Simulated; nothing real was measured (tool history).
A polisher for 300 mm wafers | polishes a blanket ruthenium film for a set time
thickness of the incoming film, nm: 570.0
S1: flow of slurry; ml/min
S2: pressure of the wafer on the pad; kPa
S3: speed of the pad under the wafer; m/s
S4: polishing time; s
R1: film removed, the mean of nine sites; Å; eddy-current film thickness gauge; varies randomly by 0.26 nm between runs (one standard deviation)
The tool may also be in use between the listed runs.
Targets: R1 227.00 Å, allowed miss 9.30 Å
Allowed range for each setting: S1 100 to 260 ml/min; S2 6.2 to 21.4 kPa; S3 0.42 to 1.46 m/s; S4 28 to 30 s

Run 1, hour 0.0: S1 165 ml/min, S2 13.8 kPa, S3 0.94 m/s, S4 30 s. Result: R1 368.99 Å.
Run 2, hour 3.9: S1 165 ml/min, S2 15.9 kPa, S3 0.94 m/s, S4 30 s. Result: R1 429.78 Å.
Run 3, hour 10.7: S1 165 ml/min, S2 15.9 kPa, S3 0.94 m/s, S4 28 s. Result: R1 400.30 Å.
Run 4, hour 12.0: S1 165 ml/min, S2 15.9 kPa, S3 1.12 m/s, S4 28 s. Result: R1 466.11 Å.
Run 5, hour 17.9: S1 165 ml/min, S2 15.9 kPa, S3 1.12 m/s, S4 30 s. Result: R1 487.90 Å.
Run 6, hour 20.6: S1 140 ml/min, S2 15.9 kPa, S3 1.12 m/s, S4 30 s. Result: R1 480.93 Å.
Run 7, hour 26.7: S1 140 ml/min, S2 14.5 kPa, S3 1.10 m/s, S4 30 s. Result: R1 439.53 Å.
Run 8, hour 30.0: S1 140 ml/min, S2 13.1 kPa, S3 1.06 m/s, S4 30 s. Result: R1 381.15 Å.
Run 9, hour 33.9: S1 135 ml/min, S2 9.0 kPa, S3 1.02 m/s, S4 30 s. Result: R1 255.25 Å.
Run 10, hour 38.9: S1 135 ml/min, S2 8.3 kPa, S3 1.02 m/s, S4 30 s. Result: R1 233.49 Å.

Next run, 4 choices. One meets every target within its allowed miss, the rest don't. Which?
Run A, hour 43.9: S1 100 ml/min, S2 11.0 kPa, S3 0.90 m/s, S4 28 s. Result: R1 ?.
Run B, hour 43.9: S1 110 ml/min, S2 10.3 kPa, S3 0.90 m/s, S4 29 s. Result: R1 ?.
Run C, hour 43.9: S1 100 ml/min, S2 9.7 kPa, S3 0.98 m/s, S4 30 s. Result: R1 ?.
Run D, hour 43.9: S1 145 ml/min, S2 6.9 kPa, S3 1.22 m/s, S4 29 s. Result: R1 ?.

move      R1
   A  248.80
   B  247.98
   C  251.87
   D  231.56
A: its largest miss is bigger than the last run's
B: its largest miss is bigger than the last run's
C: its largest miss is bigger than the last run's
D: hits every target within its allowed miss
The move that meets every target is D.
